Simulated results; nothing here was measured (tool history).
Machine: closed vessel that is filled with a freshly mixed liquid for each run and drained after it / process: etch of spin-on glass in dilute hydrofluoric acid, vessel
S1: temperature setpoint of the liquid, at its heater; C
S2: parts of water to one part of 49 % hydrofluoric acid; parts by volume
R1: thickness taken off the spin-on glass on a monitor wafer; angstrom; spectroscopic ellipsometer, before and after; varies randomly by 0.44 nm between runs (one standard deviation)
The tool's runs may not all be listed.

run 1 day=0.000 | S1=23.0 S2=200 time_in_the_liquid_(s)=255 | R1=284.23
run 2 day=0.233 | S1=25.5 S2=180 time_in_the_liquid_(s)=255 | R1=360.02
run 3 day=0.283 | S1=27.0 S2=170 time_in_the_liquid_(s)=255 | R1=407.85
run 4 day=0.325 | S1=27.0 S2=170 time_in_the_liquid_(s)=255 | R1=404.40
run 5 day=0.679 | S1=27.0 S2=105 time_in_the_liquid_(s)=255 | R1=702.45
-- day=0.850 hydrofluoric acid flow meter replaced
run 6 day=0.850 | S1=27.0 S2=170 time_in_the_liquid_(s)=255 | R1=357.66
run 7 day=1.025 | S1=25.0 S2=160 time_in_the_liquid_(s)=255 | R1=353.58
run 8 day=1.325 | S1=26.5 S2=160 time_in_the_liquid_(s)=255 | R1=381.49

Estimate the outcome of run 9 from the log above:
run 9 day=1.492 | S1=27.5 S2=150 time_in_the_liquid_(s)=255 | R1=?

R1: 427.27 angstrom
